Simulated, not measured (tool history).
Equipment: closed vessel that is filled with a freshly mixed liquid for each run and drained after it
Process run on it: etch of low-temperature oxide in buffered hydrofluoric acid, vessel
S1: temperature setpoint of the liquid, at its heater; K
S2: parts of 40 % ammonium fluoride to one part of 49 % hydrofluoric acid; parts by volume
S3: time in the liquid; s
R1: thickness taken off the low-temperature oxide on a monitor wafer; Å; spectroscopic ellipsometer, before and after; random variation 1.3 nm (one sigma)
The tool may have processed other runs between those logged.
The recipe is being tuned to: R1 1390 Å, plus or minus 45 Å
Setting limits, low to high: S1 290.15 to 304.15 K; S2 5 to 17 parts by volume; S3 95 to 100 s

run,hour,S1,S2,S3,R1
1,0,296.15,10.5,95,1642.8
2,8.9,295.65,10.5,95,1589.7
3,11.2,295.65,9,95,1826.3
4,15.5,295.65,10.5,95,1575.3
5,17.4,295.15,10.5,95,1551.6
6,20.5,295.15,9.5,95,1705.9
7,25.3,294.65,9.5,95,1646
8,29,294.15,9.5,95,1600.8
9,33.9,294.15,9.5,95,1616.3
10,35.5,293.65,9.5,95,1562.1
11,38.8,293.15,9.5,95,1523.8

Of the 4 settings listed for the next run, only one would bring every result within its allowed miss of target. Which one?
A,42.1,291.65,8.5,95,?
B,42.1,290.65,9,95,?
C,42.1,294.15,10,95,?
D,42.1,292.65,10,100,?

move,R1
A,1533.9
B,1398
C,1539.7
D,1490.3
A: its largest miss is bigger than the last run's
B: each result inside its tolerance
C: its largest miss is bigger than the last run's
D: closes in on the targets versus the last run, not all within tolerance yet
Correct choice: B, which meets every target
